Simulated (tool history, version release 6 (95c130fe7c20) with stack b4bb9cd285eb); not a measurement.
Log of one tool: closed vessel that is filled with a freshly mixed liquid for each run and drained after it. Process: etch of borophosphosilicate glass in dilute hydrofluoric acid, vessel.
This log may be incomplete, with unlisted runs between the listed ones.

| run | day | temperature setpoint of the liquid (C) | parts of water to one part of 49 % hydrofluoric acid (parts by volume) | time in the liquid (s) | thickness taken off the borophosphosilicate glass on a monitor wafer (Å) |
|---|---|---|---|---|---|
| 1 | 0 | 20 | 270 | 255 | 376.21 |
| 2 | 0.121 | 18.5 | 270 | 255 | 356.29 |
| 3 | 0.433 | 18 | 315 | 255 | 292.67 |
| 4 | 0.729 | 17.5 | 355 | 255 | 246.68 |
| 5 | 0.75 | 17.5 | 385 | 255 | 219.56 |
| 6 | 0.954 | 17.5 | 405 | 255 | 211.05 |
| 7 | 1.083 | 17.5 | 425 | 255 | 197.75 |

For run 8, what comes out?
|  | 1.342 | hydrofluoric acid flow meter replaced |
| 8 | 1.342 | 17.5 | 440 | 255 | ? |

thickness taken off the borophosphosilicate glass on a monitor wafer (Å): 164.85

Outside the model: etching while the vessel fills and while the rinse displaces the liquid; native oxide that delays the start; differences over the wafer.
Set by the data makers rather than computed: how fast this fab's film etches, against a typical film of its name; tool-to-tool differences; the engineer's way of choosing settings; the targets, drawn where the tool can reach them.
